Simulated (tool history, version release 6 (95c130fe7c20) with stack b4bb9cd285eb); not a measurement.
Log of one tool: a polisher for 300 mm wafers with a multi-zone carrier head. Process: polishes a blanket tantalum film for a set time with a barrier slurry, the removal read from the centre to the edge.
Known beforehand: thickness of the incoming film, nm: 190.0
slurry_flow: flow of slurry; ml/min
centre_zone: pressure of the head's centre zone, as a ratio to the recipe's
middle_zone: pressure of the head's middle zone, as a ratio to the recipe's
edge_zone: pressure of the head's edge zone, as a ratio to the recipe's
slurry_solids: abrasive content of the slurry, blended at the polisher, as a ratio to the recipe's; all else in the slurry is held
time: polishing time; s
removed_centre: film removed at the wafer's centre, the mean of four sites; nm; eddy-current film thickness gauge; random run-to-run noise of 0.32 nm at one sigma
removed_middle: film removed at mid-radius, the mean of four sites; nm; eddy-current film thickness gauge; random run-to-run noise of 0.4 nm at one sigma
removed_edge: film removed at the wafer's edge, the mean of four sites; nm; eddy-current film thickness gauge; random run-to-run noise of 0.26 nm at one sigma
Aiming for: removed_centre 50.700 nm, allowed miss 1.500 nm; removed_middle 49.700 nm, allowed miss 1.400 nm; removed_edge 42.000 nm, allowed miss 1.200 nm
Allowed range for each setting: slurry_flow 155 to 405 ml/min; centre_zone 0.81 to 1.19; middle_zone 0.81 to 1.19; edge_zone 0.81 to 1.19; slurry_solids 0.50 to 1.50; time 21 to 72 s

| run | hour | slurry_flow | centre_zone | middle_zone | edge_zone | slurry_solids | time | removed_centre | removed_middle | removed_edge |
|---|---|---|---|---|---|---|---|---|---|---|
| 1 | 0.0 | 260 | 1.00 | 1.00 | 1.00 | 1.00 | 46 | 64.217 | 64.871 | 62.156 |
| 2 | 0.8 | 260 | 1.00 | 1.00 | 1.04 | 1.00 | 46 | 64.405 | 64.620 | 63.640 |
| 3 | 8.5 | 260 | 1.00 | 0.92 | 1.04 | 1.00 | 46 | 63.589 | 59.948 | 63.492 |
| 4 | 13.7 | 260 | 1.00 | 0.92 | 1.04 | 1.10 | 46 | 66.424 | 62.536 | 64.591 |
| 5 | 21.1 | 270 | 1.02 | 0.96 | 1.00 | 1.00 | 44 | 62.331 | 60.931 | 59.358 |
| 6 | 27.4 | 280 | 1.04 | 0.96 | 0.97 | 0.90 | 43 | 61.859 | 57.481 | 55.203 |
| 7 | 29.4 | 285 | 1.04 | 0.97 | 0.94 | 0.85 | 42 | 58.400 | 55.463 | 52.720 |
| 8 | 30.4 | 290 | 1.05 | 0.99 | 0.92 | 0.80 | 41 | 57.001 | 54.550 | 50.201 |
| 9 | 39.0 | 290 | 1.05 | 1.00 | 0.90 | 0.75 | 41 | 55.985 | 54.201 | 48.278 |
| 10 | 42.7 | 235 | 1.03 | 0.98 | 0.81 | 0.55 | 41 | 47.850 | 46.827 | 41.203 |
| 11 | 44.1 | 300 | 1.06 | 1.03 | 0.82 | 0.50 | 41 | 48.816 | 48.083 | 40.718 |
| 12 | 51.0 | 300 | 1.06 | 1.03 | 0.83 | 0.50 | 41 | 48.966 | 47.362 | 41.005 |

Which single option among these 5 for the next run brings every result within its allowed miss of target? Just one does.
| A | 57.9 | 330 | 0.96 | 1.01 | 0.85 | 0.50 | 42 | ? | ? | ? |
| B | 57.9 | 385 | 1.10 | 0.91 | 0.89 | 0.50 | 44 | ? | ? | ? |
| C | 57.9 | 375 | 1.10 | 0.89 | 0.87 | 0.65 | 40 | ? | ? | ? |
| D | 57.9 | 270 | 1.09 | 1.06 | 0.89 | 0.60 | 39 | ? | ? | ? |
| E | 57.9 | 295 | 1.11 | 1.02 | 0.81 | 0.50 | 43 | ? | ? | ? |

| move | removed_centre | removed_middle | removed_edge |
|---|---|---|---|
| A | 45.532 | 48.793 | 42.476 |
| B | 55.250 | 47.246 | 45.787 |
| C | 55.223 | 46.375 | 45.355 |
| D | 50.736 | 49.860 | 42.637 |
| E | 53.534 | 49.976 | 42.372 |
A: brings the last run's worst result on target, with another outside its allowed miss
B: moves away from the targets compared with the last run
C: moves away from the targets compared with the last run
D: hits every target within its allowed miss
E: brings the last run's worst result on target, with another outside its allowed miss
D meets every target.

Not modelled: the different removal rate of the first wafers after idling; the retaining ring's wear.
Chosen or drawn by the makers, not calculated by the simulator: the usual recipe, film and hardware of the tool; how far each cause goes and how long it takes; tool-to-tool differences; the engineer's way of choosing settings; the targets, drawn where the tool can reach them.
